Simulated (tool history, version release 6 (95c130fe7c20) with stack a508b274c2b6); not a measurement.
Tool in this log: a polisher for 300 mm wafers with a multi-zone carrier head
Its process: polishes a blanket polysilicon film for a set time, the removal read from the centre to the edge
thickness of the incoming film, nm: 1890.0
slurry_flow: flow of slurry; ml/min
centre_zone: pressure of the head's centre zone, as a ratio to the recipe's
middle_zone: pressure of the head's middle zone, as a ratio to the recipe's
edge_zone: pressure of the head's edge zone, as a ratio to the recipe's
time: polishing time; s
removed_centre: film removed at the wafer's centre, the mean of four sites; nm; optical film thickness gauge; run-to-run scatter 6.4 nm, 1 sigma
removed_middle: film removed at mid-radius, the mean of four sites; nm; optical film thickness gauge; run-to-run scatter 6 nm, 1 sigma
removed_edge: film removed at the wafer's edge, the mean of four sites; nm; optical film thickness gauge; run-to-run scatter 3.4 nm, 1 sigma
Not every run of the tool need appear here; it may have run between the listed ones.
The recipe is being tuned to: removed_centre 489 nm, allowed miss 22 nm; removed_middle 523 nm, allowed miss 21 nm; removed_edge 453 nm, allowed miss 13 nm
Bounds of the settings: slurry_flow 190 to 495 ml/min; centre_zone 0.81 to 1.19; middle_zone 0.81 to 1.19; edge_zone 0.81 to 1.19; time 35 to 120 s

| run | hour | slurry_flow | centre_zone | middle_zone | edge_zone | time | removed_centre | removed_middle | removed_edge |
|---|---|---|---|---|---|---|---|---|---|
| 1 | 0 | 320 | 1 | 1 | 1 | 77 | 508.41 | 530.66 | 517.43 |
| 2 | 4.9 | 320 | 1 | 1 | 1 | 66 | 443.51 | 455.11 | 439.83 |
| 3 | 10.6 | 325 | 1.01 | 1.03 | 1 | 66 | 449.68 | 464.66 | 435.98 |
| 4 | 14.5 | 325 | 1.01 | 1.03 | 1 | 54 | 361.94 | 376.47 | 363.42 |
| 5 | 22.5 | 295 | 1.01 | 1.03 | 1 | 54 | 361.65 | 372.91 | 356.68 |
| 6 | 27.2 | 320 | 1.03 | 1.06 | 1.01 | 57 | 394.98 | 407.18 | 389.4 |
| 7 | 31.3 | 340 | 1.04 | 1.09 | 1 | 59 | 416.98 | 431.89 | 398.86 |
| 8 | 33.3 | 340 | 1.04 | 1.09 | 1 | 59 | 411.34 | 423.98 | 396.31 |
| 9 | 35.3 | 345 | 1.04 | 1.11 | 0.99 | 61 | 425.91 | 459.41 | 406.71 |

5 candidate next runs follow, results not yet known. Just one meets every target within its allowed miss. Identify it.
| A | 37.3 | 325 | 1.04 | 1.09 | 0.91 | 71 | ? | ? | ? |
| B | 37.3 | 300 | 1.05 | 1.18 | 0.81 | 54 | ? | ? | ? |
| C | 37.3 | 380 | 1.19 | 0.87 | 1.1 | 66 | ? | ? | ? |
| D | 37.3 | 335 | 1.04 | 0.89 | 1.19 | 67 | ? | ? | ? |
| E | 37.3 | 365 | 0.93 | 1.16 | 1.05 | 62 | ? | ? | ? |

| move | removed_centre | removed_middle | removed_edge |
|---|---|---|---|
| A | 486.3 | 510.6 | 450.64 |
| B | 371.84 | 413.95 | 328.17 |
| C | 521.81 | 395.66 | 453.35 |
| D | 459.11 | 406.78 | 472.23 |
| E | 382.26 | 473.56 | 416.05 |
A: in spec on every target
B: its largest miss is bigger than the last run's
C: brings the last run's worst result on target, with another outside its allowed miss
D: carries the result that was furthest off beyond its target, to the other side
E: its largest miss is bigger than the last run's
Correct choice: A, which meets every target
